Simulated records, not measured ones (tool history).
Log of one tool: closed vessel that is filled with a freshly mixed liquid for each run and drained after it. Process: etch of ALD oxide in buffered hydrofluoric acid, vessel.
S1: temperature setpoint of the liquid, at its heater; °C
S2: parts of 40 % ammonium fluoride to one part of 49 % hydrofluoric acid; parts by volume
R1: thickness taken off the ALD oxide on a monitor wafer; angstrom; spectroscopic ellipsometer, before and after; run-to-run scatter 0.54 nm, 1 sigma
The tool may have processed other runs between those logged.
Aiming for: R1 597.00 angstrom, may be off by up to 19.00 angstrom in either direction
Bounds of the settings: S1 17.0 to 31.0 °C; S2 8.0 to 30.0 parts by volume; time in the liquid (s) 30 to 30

{"run": 1, "hour": 0.0, "S1": 23.0, "S2": 22.5, "time in the liquid (s)": 30, "R1": 437.49}
{"run": 2, "hour": 7.2, "S1": 23.0, "S2": 22.5, "time in the liquid (s)": 30, "R1": 436.39}
{"run": 3, "hour": 11.1, "S1": 23.0, "S2": 22.5, "time in the liquid (s)": 30, "R1": 441.12}
{"run": 4, "hour": 14.6, "S1": 23.0, "S2": 19.0, "time in the liquid (s)": 30, "R1": 504.6}
{"run": 5, "hour": 21.9, "S1": 24.0, "S2": 19.0, "time in the liquid (s)": 30, "R1": 524.11}
{"run": 6, "hour": 30.7, "S1": 24.0, "S2": 19.0, "time in the liquid (s)": 30, "R1": 525.81}
{"run": 7, "hour": 36.8, "S1": 25.0, "S2": 19.0, "time in the liquid (s)": 30, "R1": 549.62}
{"run": 8, "hour": 45.5, "S1": 25.5, "S2": 19.0, "time in the liquid (s)": 30, "R1": 574.08}

5 next moves are on the table. One of them brings every result within its allowed miss. Which?
{"run": "A", "hour": 54.2, "S1": 28.5, "S2": 25.5, "time in the liquid (s)": 30, "R1": "?"}
{"run": "B", "hour": 54.2, "S1": 25.5, "S2": 20.5, "time in the liquid (s)": 30, "R1": "?"}
{"run": "C", "hour": 54.2, "S1": 28.5, "S2": 22.5, "time in the liquid (s)": 30, "R1": "?"}
{"run": "D", "hour": 54.2, "S1": 26.5, "S2": 21.5, "time in the liquid (s)": 30, "R1": "?"}
{"run": "E", "hour": 54.2, "S1": 25.5, "S2": 19.5, "time in the liquid (s)": 30, "R1": "?"}

move=A R1=536.87
move=B R1=530.48
move=C R1=584.87
move=D R1=541.95
move=E R1=549.01
A: the biggest miss grows against the last run
B: the biggest miss grows against the last run
C: hits every target within its allowed miss
D: the biggest miss grows against the last run
E: the biggest miss grows against the last run
Answer: C
